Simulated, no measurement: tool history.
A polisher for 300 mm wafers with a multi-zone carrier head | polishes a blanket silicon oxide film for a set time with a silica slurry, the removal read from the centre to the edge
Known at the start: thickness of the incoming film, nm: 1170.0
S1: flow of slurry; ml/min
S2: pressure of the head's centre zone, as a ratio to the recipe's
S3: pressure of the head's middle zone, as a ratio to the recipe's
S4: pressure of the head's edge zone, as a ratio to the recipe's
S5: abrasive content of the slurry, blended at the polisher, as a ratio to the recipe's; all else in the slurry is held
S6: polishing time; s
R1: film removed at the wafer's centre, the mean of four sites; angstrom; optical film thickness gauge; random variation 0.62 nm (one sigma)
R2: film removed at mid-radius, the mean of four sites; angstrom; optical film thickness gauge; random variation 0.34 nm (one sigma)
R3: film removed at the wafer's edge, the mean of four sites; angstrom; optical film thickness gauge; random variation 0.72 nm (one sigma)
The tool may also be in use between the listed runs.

run  hour   S1    S2    S3    S4    S5  S6      R1      R2      R3
  1     0  145     1     1     1     1  31  887.24  908.46  882.67
  2   1.1  145     1  1.06     1     1  31  881.08  947.96     898
  3   5.3  145     1     1     1     1  31  915.61  907.66  892.68
  4  10.7  135  0.96  0.96  0.98  0.85  30  777.51   798.2  807.16
  5  19.1  115  0.96  0.96  0.98  0.85  30  744.85  786.87  785.12
  6    26  115  0.96  0.93  0.97  0.75  29  698.99  705.92  727.19

Forecast run 7:
  7  33.1  110  0.95  0.91  0.95  0.7  28   ?   ?   ?

{"run 7": {"R1": 644.25, "R2": 644.49, "R3": 677.79}}
